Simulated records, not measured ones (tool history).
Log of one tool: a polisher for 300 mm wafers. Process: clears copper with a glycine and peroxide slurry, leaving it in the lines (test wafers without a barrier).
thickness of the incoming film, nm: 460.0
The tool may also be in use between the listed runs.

run	hour	flow of slurry (ml/min)	pressure of the wafer on the pad (psi)	speed of the pad under the wafer (cm/s)	overpolish time after the end point (s)	time until the end point was called (s)	dishing of a wide line in a test structure (nm)
1	0.0	230	1.8	76	15	145.11	30.237
2	7.3	230	1.8	76	12	142.58	24.257
3	10.1	230	1.8	76	6	142.94	13.151
4	14.7	225	1.8	76	8	143.12	16.879
5	15.8	225	1.8	58	8	161.08	14.553
6	23.7	225	1.8	60	10	156.04	18.589
7	24.9	225	1.9	58	11	153.83	20.570

Run 8 comes next. What will it give?
8	32.4	225	2.0	56	12	?	?

{"run 8": {"time until the end point was called (s)": 154.44, "dishing of a wide line in a test structure (nm)": 22.837}}
